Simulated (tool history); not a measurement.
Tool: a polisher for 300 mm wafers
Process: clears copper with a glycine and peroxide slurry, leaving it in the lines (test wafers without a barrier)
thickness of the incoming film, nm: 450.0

run	hour	flow of slurry (ml/min)	pressure of the wafer on the pad (kPa)	speed of the pad under the wafer (m/s)	overpolish time after the end point (s)	time until the end point was called (s)	dishing of a wide line in a test structure (Å)
1	0	150	23.4	1.28	24	47.222	1011.9
2	4.1	150	23.4	1.28	21	47.655	954.38
3	9.8	155	24.1	1.28	20	46.024	922.47
4	17	155	21.4	1.28	20	51.196	868.61
5	20.3	155	21.4	1.28	29	51.931	1042.1
6	27.5	160	22.1	1.28	26	49.597	1025.9
7	31.7	165	22.8	1.28	24	48.004	1026.3
8	32.4	195	25.5	1.32	13	41.192	737.27
9	40.8	190	25.5	1.32	14	41.122	779.91

Forecast run 10:
10	42.7	185	25.5	1.32	15	?	?

Run 10 gave time until the end point was called (s) 40.994, dishing of a wide line in a test structure (Å) 819.17.

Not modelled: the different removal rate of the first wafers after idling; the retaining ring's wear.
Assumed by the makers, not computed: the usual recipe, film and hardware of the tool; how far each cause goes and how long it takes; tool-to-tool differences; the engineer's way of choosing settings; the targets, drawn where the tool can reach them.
